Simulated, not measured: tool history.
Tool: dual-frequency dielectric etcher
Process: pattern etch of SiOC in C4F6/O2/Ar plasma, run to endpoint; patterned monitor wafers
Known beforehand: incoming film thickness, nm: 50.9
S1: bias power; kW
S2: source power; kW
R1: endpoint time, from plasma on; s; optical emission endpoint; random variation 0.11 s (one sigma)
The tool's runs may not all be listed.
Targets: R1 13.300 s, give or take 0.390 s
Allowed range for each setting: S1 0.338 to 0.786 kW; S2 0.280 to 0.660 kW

| run | day | S1 | S2 | R1 |
|---|---|---|---|---|
| 1 | 0.000 | 0.562 | 0.470 | 15.240 |
| 2 | 0.179 | 0.562 | 0.440 | 15.739 |
| 3 | 0.321 | 0.651 | 0.440 | 14.978 |
| 4 | 0.458 | 0.564 | 0.440 | 15.732 |
| 5 | 0.812 | 0.604 | 0.460 | 15.037 |
| 6 | 1.125 | 0.636 | 0.480 | 14.616 |
| 7 | 1.408 | 0.661 | 0.500 | 14.201 |
| 8 | 1.512 | 0.680 | 0.510 | 14.177 |
| 9 | 1.542 | 0.698 | 0.520 | 13.747 |

Below are 5 possible settings for the next run. Only one of them brings all results inside the allowed miss of their targets. Which is it?
| A | 1.571 | 0.733 | 0.540 | ? |
| B | 1.571 | 0.598 | 0.520 | ? |
| C | 1.571 | 0.747 | 0.440 | ? |
| D | 1.571 | 0.687 | 0.490 | ? |
| E | 1.571 | 0.658 | 0.440 | ? |

| move | R1 |
|---|---|
| A | 13.144 |
| B | 14.168 |
| C | 14.201 |
| D | 13.940 |
| E | 14.755 |
A: in spec on every target
B: lands further from the targets than the last run did
C: lands further from the targets than the last run did
D: lands further from the targets than the last run did
E: lands further from the targets than the last run did
Go with A: it meets all targets.

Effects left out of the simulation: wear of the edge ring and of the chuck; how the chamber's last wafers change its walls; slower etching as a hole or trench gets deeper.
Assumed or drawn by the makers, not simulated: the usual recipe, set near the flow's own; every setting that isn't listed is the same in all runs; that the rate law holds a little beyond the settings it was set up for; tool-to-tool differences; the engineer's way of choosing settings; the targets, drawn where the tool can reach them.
